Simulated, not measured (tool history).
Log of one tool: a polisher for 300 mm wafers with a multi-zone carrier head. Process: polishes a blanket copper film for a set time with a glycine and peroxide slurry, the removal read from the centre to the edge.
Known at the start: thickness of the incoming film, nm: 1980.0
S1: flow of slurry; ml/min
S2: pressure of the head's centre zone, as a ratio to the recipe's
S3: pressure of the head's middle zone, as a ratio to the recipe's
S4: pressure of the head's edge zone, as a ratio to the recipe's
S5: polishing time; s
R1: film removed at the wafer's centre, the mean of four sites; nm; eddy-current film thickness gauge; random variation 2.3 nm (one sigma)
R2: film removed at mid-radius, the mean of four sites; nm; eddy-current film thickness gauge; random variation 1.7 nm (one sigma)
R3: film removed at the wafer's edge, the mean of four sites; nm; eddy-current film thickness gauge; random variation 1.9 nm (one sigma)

{"run": 1, "hour": 0.0, "S1": 215, "S2": 1.0, "S3": 1.0, "S4": 1.0, "S5": 37, "R1": 270.04, "R2": 268.77, "R3": 275.74}
{"run": 2, "hour": 8.6, "S1": 205, "S2": 0.97, "S3": 0.96, "S4": 0.97, "S5": 33, "R1": 240.14, "R2": 223.16, "R3": 235.34}
{"run": 3, "hour": 11.3, "S1": 195, "S2": 0.92, "S3": 0.96, "S4": 0.98, "S5": 30, "R1": 204.5, "R2": 206.05, "R3": 218.24}
{"run": 4, "hour": 13.8, "S1": 195, "S2": 0.85, "S3": 0.96, "S4": 0.98, "S5": 30, "R1": 186.03, "R2": 207.93, "R3": 217.81}
{"run": 5, "hour": 20.3, "S1": 195, "S2": 0.91, "S3": 0.96, "S4": 0.98, "S5": 30, "R1": 203.29, "R2": 205.62, "R3": 217.44}
{"run": 6, "hour": 22.7, "S1": 190, "S2": 0.88, "S3": 0.94, "S4": 0.96, "S5": 29, "R1": 189.36, "R2": 192.98, "R3": 211.25}
{"run": 7, "hour": 26.0, "S1": 190, "S2": 0.87, "S3": 0.94, "S4": 0.94, "S5": 27, "R1": 174.08, "R2": 179.01, "R3": 190.22}
{"run": 8, "hour": 30.3, "S1": 185, "S2": 0.86, "S3": 0.93, "S4": 0.93, "S5": 27, "R1": 170.01, "R2": 174.49, "R3": 190.33}

Run 9 comes next. What will it give?
{"run": 9, "hour": 36.8, "S1": 180, "S2": 0.86, "S3": 0.93, "S4": 0.91, "S5": 27, "R1": "?", "R2": "?", "R3": "?"}

{"run 9": {"R1": 171.3, "R2": 177.71, "R3": 191.11}}
